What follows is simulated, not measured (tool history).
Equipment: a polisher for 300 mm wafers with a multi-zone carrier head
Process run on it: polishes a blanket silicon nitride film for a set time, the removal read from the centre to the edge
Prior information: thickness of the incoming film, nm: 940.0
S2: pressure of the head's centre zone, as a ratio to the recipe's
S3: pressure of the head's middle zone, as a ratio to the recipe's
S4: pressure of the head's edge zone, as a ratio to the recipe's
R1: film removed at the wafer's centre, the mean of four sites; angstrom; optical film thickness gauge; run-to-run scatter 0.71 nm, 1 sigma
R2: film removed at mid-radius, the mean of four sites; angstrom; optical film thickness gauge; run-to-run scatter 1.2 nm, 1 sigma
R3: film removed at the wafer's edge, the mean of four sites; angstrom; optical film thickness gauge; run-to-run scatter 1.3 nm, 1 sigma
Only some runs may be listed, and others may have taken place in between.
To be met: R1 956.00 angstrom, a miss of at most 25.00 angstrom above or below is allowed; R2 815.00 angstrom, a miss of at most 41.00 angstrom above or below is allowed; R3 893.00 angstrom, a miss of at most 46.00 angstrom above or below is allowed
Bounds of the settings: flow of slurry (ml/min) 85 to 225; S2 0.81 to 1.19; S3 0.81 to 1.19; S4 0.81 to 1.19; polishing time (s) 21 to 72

{"run": 1, "hour": 0.0, "flow of slurry (ml/min)": 145, "S2": 1.0, "S3": 1.0, "S4": 1.0, "polishing time (s)": 46, "R1": 621.84, "R2": 629.6, "R3": 617.36}
{"run": 2, "hour": 1.8, "flow of slurry (ml/min)": 180, "S2": 1.0, "S3": 1.0, "S4": 1.0, "polishing time (s)": 46, "R1": 652.72, "R2": 668.62, "R3": 634.4}
{"run": 3, "hour": 4.1, "flow of slurry (ml/min)": 180, "S2": 1.0, "S3": 1.0, "S4": 0.93, "polishing time (s)": 46, "R1": 652.96, "R2": 661.34, "R3": 621.42}
{"run": 4, "hour": 12.7, "flow of slurry (ml/min)": 180, "S2": 1.0, "S3": 1.0, "S4": 0.93, "polishing time (s)": 39, "R1": 549.97, "R2": 550.51, "R3": 527.84}
{"run": 5, "hour": 13.3, "flow of slurry (ml/min)": 180, "S2": 1.0, "S3": 1.09, "S4": 0.93, "polishing time (s)": 39, "R1": 547.26, "R2": 607.62, "R3": 529.09}
{"run": 6, "hour": 18.3, "flow of slurry (ml/min)": 180, "S2": 1.0, "S3": 1.09, "S4": 0.93, "polishing time (s)": 31, "R1": 433.12, "R2": 488.98, "R3": 425.05}
{"run": 7, "hour": 21.1, "flow of slurry (ml/min)": 200, "S2": 1.1, "S3": 0.99, "S4": 1.03, "polishing time (s)": 44, "R1": 699.26, "R2": 640.2, "R3": 613.92}
{"run": 8, "hour": 22.2, "flow of slurry (ml/min)": 195, "S2": 1.09, "S3": 0.95, "S4": 1.06, "polishing time (s)": 49, "R1": 766.45, "R2": 682.83, "R3": 704.43}
{"run": 9, "hour": 31.1, "flow of slurry (ml/min)": 195, "S2": 1.09, "S3": 0.95, "S4": 1.06, "polishing time (s)": 49, "R1": 756.8, "R2": 691.07, "R3": 692.18}
{"run": 10, "hour": 36.4, "flow of slurry (ml/min)": 195, "S2": 1.1, "S3": 0.93, "S4": 1.09, "polishing time (s)": 52, "R1": 809.31, "R2": 704.34, "R3": 762.43}
{"run": 11, "hour": 44.5, "flow of slurry (ml/min)": 195, "S2": 1.11, "S3": 0.94, "S4": 1.11, "polishing time (s)": 54, "R1": 856.46, "R2": 750.82, "R3": 798.34}
{"run": 12, "hour": 47.3, "flow of slurry (ml/min)": 200, "S2": 1.12, "S3": 0.94, "S4": 1.13, "polishing time (s)": 55, "R1": 878.1, "R2": 766.5, "R3": 803.91}

Exactly one of the 5 candidate moves below puts every result within its allowed miss. Which one?
{"run": "A", "hour": 50.1, "flow of slurry (ml/min)": 185, "S2": 1.19, "S3": 0.92, "S4": 1.18, "polishing time (s)": 52, "R1": "?", "R2": "?", "R3": "?"}
{"run": "B", "hour": 50.1, "flow of slurry (ml/min)": 225, "S2": 1.1, "S3": 0.89, "S4": 1.19, "polishing time (s)": 59, "R1": "?", "R2": "?", "R3": "?"}
{"run": "C", "hour": 50.1, "flow of slurry (ml/min)": 190, "S2": 1.18, "S3": 0.92, "S4": 1.19, "polishing time (s)": 60, "R1": "?", "R2": "?", "R3": "?"}
{"run": "D", "hour": 50.1, "flow of slurry (ml/min)": 205, "S2": 1.18, "S3": 0.98, "S4": 1.09, "polishing time (s)": 56, "R1": "?", "R2": "?", "R3": "?"}
{"run": "E", "hour": 50.1, "flow of slurry (ml/min)": 205, "S2": 1.05, "S3": 0.81, "S4": 1.18, "polishing time (s)": 67, "R1": "?", "R2": "?", "R3": "?"}

move=A R1=878.90 R2=686.15 R3=762.05
move=B R1=951.45 R2=780.15 R3=887.08
move=C R1=1010.40 R2=795.20 R3=885.17
move=D R1=955.85 R2=791.82 R3=804.21
move=E R1=1015.60 R2=809.55 R3=995.16
A: about the same distance from the targets as the last run
B: all results in spec
C: pushes the last run's worst result past its target
D: meets the target for the result that was furthest off, but another lies outside its allowed miss
E: pushes the last run's worst result past its target
Answer: B
